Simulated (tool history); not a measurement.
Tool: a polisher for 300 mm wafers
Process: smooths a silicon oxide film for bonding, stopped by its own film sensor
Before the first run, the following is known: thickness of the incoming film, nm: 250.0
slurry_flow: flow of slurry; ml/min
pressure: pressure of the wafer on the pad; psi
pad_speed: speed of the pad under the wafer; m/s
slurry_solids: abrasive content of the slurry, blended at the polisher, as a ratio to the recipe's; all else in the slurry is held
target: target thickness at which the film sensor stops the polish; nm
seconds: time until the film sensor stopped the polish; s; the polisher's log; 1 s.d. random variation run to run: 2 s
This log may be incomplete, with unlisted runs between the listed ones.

run	day	slurry_flow	pressure	pad_speed	slurry_solids	target	seconds
1	0.000	295	1.6	1.16	1.00	220	55.871
2	0.267	295	1.4	1.04	1.00	220	66.649
3	0.400	290	1.2	0.92	0.95	220	90.903
4	0.542	290	1.4	0.92	0.95	220	75.810
5	0.588	290	1.6	0.92	0.95	220	68.291
6	0.617	290	1.6	0.92	1.00	220	66.207
7	0.658	290	1.4	0.86	1.00	220	79.880
8	0.750	290	1.2	0.82	1.00	220	95.014
9	0.812	290	1.1	0.80	1.00	220	106.660

Run 10 comes next. What will it give?
10	1.179	290	1.0	0.80	1.00	220	?

seconds: 117.230 s
